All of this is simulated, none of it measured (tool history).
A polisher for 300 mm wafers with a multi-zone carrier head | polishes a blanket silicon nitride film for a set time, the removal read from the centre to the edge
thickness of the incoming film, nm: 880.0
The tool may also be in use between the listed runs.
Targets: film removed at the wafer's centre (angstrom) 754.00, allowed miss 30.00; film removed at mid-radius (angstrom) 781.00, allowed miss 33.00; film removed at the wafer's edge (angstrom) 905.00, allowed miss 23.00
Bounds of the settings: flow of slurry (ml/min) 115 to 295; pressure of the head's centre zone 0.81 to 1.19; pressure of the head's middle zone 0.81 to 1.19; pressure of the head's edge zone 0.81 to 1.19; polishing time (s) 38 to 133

run,day,flow of slurry (ml/min),pressure of the head's centre zone,pressure of the head's middle zone,pressure of the head's edge zone,polishing time (s),film removed at the wafer's centre (angstrom),film removed at mid-radius (angstrom),film removed at the wafer's edge (angstrom)
1,0.000,190,1.00,1.00,1.00,85,1347.00,1350.80,1299.00
2,0.283,190,0.96,1.00,1.00,85,1278.90,1352.60,1309.80
3,0.596,190,0.96,1.00,0.97,85,1311.10,1374.40,1287.70
4,0.933,180,0.94,0.96,0.98,78,1148.50,1195.40,1177.30
5,1.004,180,0.94,0.91,0.98,78,1122.00,1130.50,1160.60
6,1.212,180,0.94,0.85,0.98,78,1125.70,1081.90,1190.20
7,1.238,170,0.92,0.84,0.99,73,1020.80,981.09,1102.60
8,1.604,160,0.90,0.83,0.99,70,967.54,924.35,1045.70
9,1.879,160,0.88,0.83,1.01,67,881.86,885.73,1012.60
10,2.000,155,0.87,0.83,1.01,66,862.98,875.68,990.23
11,2.075,150,0.86,0.83,1.01,65,830.65,838.28,982.53
12,2.175,145,0.85,0.83,1.00,64,800.12,842.51,953.94
13,2.221,140,0.85,0.83,1.00,63,807.11,784.71,926.78

Which of these 5 next moves meets every target?
A,2.267,145,0.89,0.89,0.92,61,?,?,?
B,2.267,130,0.94,0.83,0.98,67,?,?,?
C,2.267,130,0.98,0.89,0.94,62,?,?,?
D,2.267,115,0.87,0.88,1.06,62,?,?,?
E,2.267,115,0.98,0.81,1.00,66,?,?,?

move,film removed at the wafer's centre (angstrom),film removed at mid-radius (angstrom),film removed at the wafer's edge (angstrom)
A,782.50,834.64,869.66
B,881.97,843.46,967.20
C,851.52,826.54,876.83
D,727.53,792.81,908.40
E,872.82,788.08,940.68
A: brings the result that was furthest off to its target, and leaves another outside
B: further off than the last run
C: further off than the last run
D: meets every target
E: further off than the last run
The right move is D.
